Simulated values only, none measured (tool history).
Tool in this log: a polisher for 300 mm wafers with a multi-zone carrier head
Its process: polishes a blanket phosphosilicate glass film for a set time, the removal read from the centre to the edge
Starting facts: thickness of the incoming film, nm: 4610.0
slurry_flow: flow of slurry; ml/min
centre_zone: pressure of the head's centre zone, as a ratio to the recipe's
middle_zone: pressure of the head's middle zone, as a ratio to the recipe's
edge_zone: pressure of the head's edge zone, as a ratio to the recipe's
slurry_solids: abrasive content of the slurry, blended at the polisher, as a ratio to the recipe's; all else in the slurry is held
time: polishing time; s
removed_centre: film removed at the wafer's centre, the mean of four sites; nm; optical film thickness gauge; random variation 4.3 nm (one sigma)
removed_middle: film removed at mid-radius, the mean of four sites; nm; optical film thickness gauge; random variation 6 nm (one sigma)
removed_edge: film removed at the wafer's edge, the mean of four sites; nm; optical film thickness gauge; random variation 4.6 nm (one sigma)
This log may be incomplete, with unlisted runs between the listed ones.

run  hour  slurry_flow  centre_zone  middle_zone  edge_zone  slurry_solids  time  removed_centre  removed_middle  removed_edge
  1     0          130            1            1          1              1    82          636.59          610.03        608.42
  2   3.7          150            1            1          1              1    82          659.74          629.93        621.32
  3   9.4          150         0.94            1          1              1    82           628.1          619.95        621.15
  4  14.5          150         0.94         1.06          1              1    82           615.1          647.86        626.22
  5    18          165         0.94         1.06          1              1    82          637.32          680.67        632.67
  6  22.4          165         0.94         1.12          1              1    82          638.89          694.55        636.29
  7  31.1          145         0.95         1.03          1           0.95    82          607.22          625.61        595.12

Predict the results of run 8:
  8  38.2          130         0.95         0.97       1.02           0.95    82               ?               ?             ?

removed_centre: 589.82 nm
removed_middle: 571.24 nm
removed_edge: 596.59 nm
